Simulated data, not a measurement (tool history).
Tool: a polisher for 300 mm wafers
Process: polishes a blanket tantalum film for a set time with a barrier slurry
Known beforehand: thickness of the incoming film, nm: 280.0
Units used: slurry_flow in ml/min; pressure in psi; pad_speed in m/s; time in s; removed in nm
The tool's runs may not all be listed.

| run | hour | slurry_flow | pressure | pad_speed | slurry_solids | time | removed |
|---|---|---|---|---|---|---|---|
| 1 | 0 | 285 | 1.7 | 1.12 | 1 | 35 | 59.434 |
| 2 | 6.3 | 230 | 1.7 | 1.12 | 1 | 35 | 57.767 |
| 3 | 10.2 | 230 | 1.7 | 1.12 | 0.8 | 35 | 54.61 |
| 4 | 16 | 230 | 1.9 | 1.12 | 0.8 | 35 | 61.576 |
| 5 | 24.8 | 230 | 2.1 | 1.12 | 0.8 | 35 | 66.808 |
| 6 | 31.3 | 230 | 1.8 | 1.12 | 0.8 | 35 | 56.741 |
| 7 | 36.9 | 230 | 2.3 | 1.16 | 0.8 | 35 | 74.672 |
| 8 | 41.3 | 230 | 2.4 | 1.16 | 0.8 | 35 | 77.767 |
| 9 | 49.4 | 230 | 2.5 | 1.16 | 0.8 | 35 | 80.79 |
| 10 | 55 | 230 | 2.5 | 1.18 | 0.8 | 35 | 80.146 |

The next listed run, before its measurement:
| 11 | 61.2 | 230 | 2.5 | 1.2 | 0.8 | 35 | ? |

{"run 11": {"removed": 83.571}}
